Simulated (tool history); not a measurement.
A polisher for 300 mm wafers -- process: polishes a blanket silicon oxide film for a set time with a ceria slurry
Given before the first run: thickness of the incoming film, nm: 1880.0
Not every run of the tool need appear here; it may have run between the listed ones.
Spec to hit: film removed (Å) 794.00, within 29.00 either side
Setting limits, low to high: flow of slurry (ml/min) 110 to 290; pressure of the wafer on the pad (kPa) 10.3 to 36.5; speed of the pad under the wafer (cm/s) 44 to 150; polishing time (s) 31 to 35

run  hour  flow of slurry (ml/min)  pressure of the wafer on the pad (kPa)  speed of the pad under the wafer (cm/s)  polishing time (s)  film removed (Å)
  1   0.0                      185                                    23.4                                       96                  35           1322.90
  2   2.5                      185                                    23.4                                       82                  35           1129.40
  3  10.1                      185                                    23.4                                       82                  31           1001.40
  4  13.5                      185                                    22.8                                       82                  31            960.45
  5  19.7                      185                                    22.8                                       82                  35           1092.00
  6  28.3                      185                                    22.8                                       82                  35           1106.00
  7  36.7                      185                                    21.4                                       82                  35           1038.80
  8  39.8                      185                                    20.0                                       82                  35            960.34
  9  46.3                      185                                    19.3                                       82                  35            939.23
 10  49.7                      185                                    18.6                                       82                  35            915.71

Of the 5 settings listed for the next run, only one would bring every result within its allowed miss of target. Which one?
  A  53.1                      175                                    17.2                                       90                  33                 ?
  B  53.1                      190                                    18.6                                       82                  31                 ?
  C  53.1                      215                                    17.9                                       86                  32                 ?
  D  53.1                      205                                    20.0                                       78                  33                 ?
  E  53.1                      170                                    22.1                                       76                  31                 ?

move  film removed (Å)
   A            879.34
   B            822.37
   C            872.33
   D            902.49
   E            883.19
A: an improvement on the last run, though not all results are within tolerance
B: all results in spec
C: an improvement on the last run, though not all results are within tolerance
D: an improvement on the last run, though not all results are within tolerance
E: an improvement on the last run, though not all results are within tolerance
So the answer is move B, the one that meets all the targets.
